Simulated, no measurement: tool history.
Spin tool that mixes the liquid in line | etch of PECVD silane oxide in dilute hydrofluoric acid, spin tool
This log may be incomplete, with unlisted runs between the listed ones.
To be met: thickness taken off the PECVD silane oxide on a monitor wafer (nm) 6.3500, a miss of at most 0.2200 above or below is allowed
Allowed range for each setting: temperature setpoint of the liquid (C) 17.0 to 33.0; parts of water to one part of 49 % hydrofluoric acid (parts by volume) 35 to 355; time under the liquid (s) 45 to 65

run	hour	temperature setpoint of the liquid (C)	parts of water to one part of 49 % hydrofluoric acid (parts by volume)	time under the liquid (s)	thickness taken off the PECVD silane oxide on a monitor wafer (nm)
1	0.0	25.0	195	65	7.2594
2	0.7	25.0	195	65	7.2819
3	3.0	24.0	195	65	6.9884
4	10.7	26.0	195	65	7.4358
5	11.9	26.0	125	65	12.6150
6	17.7	23.5	125	65	11.5260
7	22.7	21.5	145	65	9.1919
8	28.0	20.0	155	65	7.9805
9	32.4	19.0	160	65	7.3364

Which one of the following 5 next-run settings gets every result inside its allowed miss? There is exactly one.
A	36.8	20.0	155	65	?
B	36.8	17.5	125	45	?
C	36.8	20.5	145	65	?
D	36.8	18.0	130	65	?
E	36.8	21.0	150	65	?

move	thickness taken off the PECVD silane oxide on a monitor wafer (nm)
A	7.8362
B	6.2685
C	8.6345
D	8.8425
E	8.4683
A: the biggest miss grows against the last run
B: all results in spec
C: the biggest miss grows against the last run
D: the biggest miss grows against the last run
E: the biggest miss grows against the last run
So the answer is move B, the one that meets all the targets.
